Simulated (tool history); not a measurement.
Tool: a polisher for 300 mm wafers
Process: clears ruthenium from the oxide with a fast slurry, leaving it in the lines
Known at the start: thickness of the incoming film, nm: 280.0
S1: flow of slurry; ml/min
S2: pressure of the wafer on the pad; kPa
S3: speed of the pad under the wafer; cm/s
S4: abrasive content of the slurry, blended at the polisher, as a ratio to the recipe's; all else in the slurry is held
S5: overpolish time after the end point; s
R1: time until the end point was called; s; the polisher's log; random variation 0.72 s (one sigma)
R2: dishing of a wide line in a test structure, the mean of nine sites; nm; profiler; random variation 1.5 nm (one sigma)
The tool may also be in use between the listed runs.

run 1 hour=0 | S1=275 S2=14.5 S3=118 S4=1 S5=24 | R1=73.419 R2=64.591
run 2 hour=3.5 | S1=250 S2=14.5 S3=118 S4=1 S5=24 | R1=74.513 R2=65.772
run 3 hour=10.8 | S1=250 S2=12.4 S3=118 S4=1 S5=24 | R1=86.76 R2=59.08
run 4 hour=18.5 | S1=250 S2=15.9 S3=118 S4=1 S5=24 | R1=67.954 R2=71.025
run 5 hour=19.3 | S1=255 S2=16.5 S3=118 S4=1 S5=24 | R1=64.167 R2=73.844
run 6 hour=26.1 | S1=260 S2=17.2 S3=118 S4=1 S5=24 | R1=61.268 R2=75.934

Forecast run 7:
run 7 hour=32.4 | S1=260 S2=17.9 S3=118 S4=1 S5=24 | R1=? R2=?

Run 7 gave R1 59.91 s, R2 77.516 nm.
